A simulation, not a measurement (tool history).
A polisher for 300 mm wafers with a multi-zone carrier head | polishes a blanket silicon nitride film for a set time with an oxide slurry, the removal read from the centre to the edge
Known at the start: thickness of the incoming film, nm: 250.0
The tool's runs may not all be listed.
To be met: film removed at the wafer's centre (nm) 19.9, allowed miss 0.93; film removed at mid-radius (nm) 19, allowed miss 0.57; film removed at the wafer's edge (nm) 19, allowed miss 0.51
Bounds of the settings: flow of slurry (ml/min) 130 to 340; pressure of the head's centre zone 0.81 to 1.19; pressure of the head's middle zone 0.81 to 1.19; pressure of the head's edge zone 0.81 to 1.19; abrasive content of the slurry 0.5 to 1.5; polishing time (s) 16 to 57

run,hour,flow of slurry (ml/min),pressure of the head's centre zone,pressure of the head's middle zone,pressure of the head's edge zone,abrasive content of the slurry,polishing time (s),film removed at the wafer's centre (nm),film removed at mid-radius (nm),film removed at the wafer's edge (nm)
1,0,220,1,1,1,1,36,22.7,22.392,21.317
2,5.2,210,0.99,0.97,0.97,1,36,22.277,21.944,20.791
3,11.6,210,0.99,1.05,0.97,1,36,22.336,23.206,20.31
4,14.6,200,0.98,1.01,0.96,0.95,36,21.468,21.844,19.944
5,16.5,200,0.9,1.01,0.96,0.95,36,19.005,21.915,19.922
6,21.7,190,0.92,0.98,0.95,0.95,36,19.694,21.276,19.659
7,26.8,180,0.93,0.96,0.95,0.95,36,19.451,20.615,19.701
8,33.3,170,0.94,0.95,0.94,0.95,36,19.557,20.006,19.278

5 next moves are on the table. One of them brings every result within its allowed miss. Which?
A,39.8,160,0.98,0.93,0.98,1,34,?,?,?
B,39.8,130,0.99,1.04,0.88,1.15,34,?,?,?
C,39.8,175,0.98,1.06,0.92,0.9,35,?,?,?
D,39.8,155,0.95,0.82,0.91,1,38,?,?,?
E,39.8,185,0.93,0.98,0.96,1.05,34,?,?,?

move,film removed at the wafer's centre (nm),film removed at mid-radius (nm),film removed at the wafer's edge (nm)
A,19.342,18.59,18.948
B,19.678,20.69,18.565
C,19.315,20.667,18.228
D,20.772,18.602,20.433
E,19.384,20.45,19.598
A: meets every target
B: further off than the last run
C: further off than the last run
D: brings the result that was furthest off to its target, and leaves another outside
E: further off than the last run
Move A is the one to make.
